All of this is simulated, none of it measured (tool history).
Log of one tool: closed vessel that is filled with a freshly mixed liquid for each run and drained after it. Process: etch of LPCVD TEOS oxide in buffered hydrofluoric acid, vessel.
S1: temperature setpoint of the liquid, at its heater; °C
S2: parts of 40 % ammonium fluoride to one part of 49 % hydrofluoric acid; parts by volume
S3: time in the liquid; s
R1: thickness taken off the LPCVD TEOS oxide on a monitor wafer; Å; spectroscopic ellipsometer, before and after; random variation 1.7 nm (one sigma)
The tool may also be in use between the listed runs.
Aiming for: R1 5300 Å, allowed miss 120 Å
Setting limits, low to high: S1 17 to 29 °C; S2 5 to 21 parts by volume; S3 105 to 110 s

run	hour	S1	S2	S3	R1
1	0	21	13	105	3664.4
2	5.2	21	14.5	105	3280.8
3	7.6	22	14.5	105	3455.8
4	16.1	25	14.5	105	4094.9
5	23.6	25	17.5	105	3425.4
6	27	27.5	17.5	105	3892.3
7	33.8	27.5	17	105	4011.8
8	34.7	27.5	16.5	105	4103.5
9	37.2	27.5	16	105	4235.8
10	43	27.5	15.5	105	4381.3
11	47.4	28.5	14.5	105	4947.4

Exercise: of the 4 proposed moves below, exactly one satisfies all targets within the stated allowed misses. Which move is it?
A	51.8	29	16	105	?
B	51.8	28.5	13.5	105	?
C	51.8	28	16.5	110	?
D	51.8	28	15	105	?

move	R1
A	4591.1
B	5281.4
C	4425.2
D	4638.4
A: the biggest miss grows against the last run
B: all results in spec
C: the biggest miss grows against the last run
D: the biggest miss grows against the last run
So the answer is move B, the one that meets all the targets.

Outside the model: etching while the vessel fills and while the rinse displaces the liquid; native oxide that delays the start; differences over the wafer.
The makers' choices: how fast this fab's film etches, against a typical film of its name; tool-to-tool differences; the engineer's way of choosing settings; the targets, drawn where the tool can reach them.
